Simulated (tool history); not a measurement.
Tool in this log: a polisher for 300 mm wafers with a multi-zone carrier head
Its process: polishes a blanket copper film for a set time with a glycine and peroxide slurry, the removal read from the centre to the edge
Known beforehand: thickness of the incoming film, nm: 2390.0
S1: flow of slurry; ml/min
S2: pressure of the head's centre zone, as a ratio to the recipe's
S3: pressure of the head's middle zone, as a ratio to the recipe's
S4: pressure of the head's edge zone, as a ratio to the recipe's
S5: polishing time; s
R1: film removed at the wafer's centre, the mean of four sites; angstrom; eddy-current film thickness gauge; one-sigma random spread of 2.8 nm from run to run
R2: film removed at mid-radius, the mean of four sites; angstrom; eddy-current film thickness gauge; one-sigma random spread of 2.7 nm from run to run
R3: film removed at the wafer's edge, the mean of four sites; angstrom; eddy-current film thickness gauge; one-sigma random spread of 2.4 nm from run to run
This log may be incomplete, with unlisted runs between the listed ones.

run,hour,S1,S2,S3,S4,S5,R1,R2,R3
1,0.0,200,1.00,1.00,1.00,70,4043.8,4118.2,3974.9
2,1.1,200,0.99,1.00,0.98,66,3801.3,3805.2,3762.5
3,7.4,200,0.92,1.00,0.98,66,3471.7,3859.9,3737.7
4,9.8,200,0.92,1.01,0.96,63,3377.3,3761.1,3539.4
5,12.6,200,0.92,1.01,0.95,60,3184.8,3543.4,3279.5
6,18.7,200,0.96,1.01,0.95,60,3326.8,3585.0,3340.1
7,27.1,200,0.96,1.00,0.94,58,3246.5,3384.9,3213.8
8,27.8,200,0.96,1.00,0.93,56,3149.4,3217.8,3130.2
9,35.0,200,0.96,1.01,0.92,54,3033.4,3198.5,2934.8
10,37.2,165,0.91,0.94,0.82,44,2282.2,2387.0,2216.7

Forecast run 11:
11,41.6,170,0.91,0.94,0.82,44,?,?,?

R1: 2214.6 angstrom
R2: 2421.3 angstrom
R3: 2213.9 angstrom
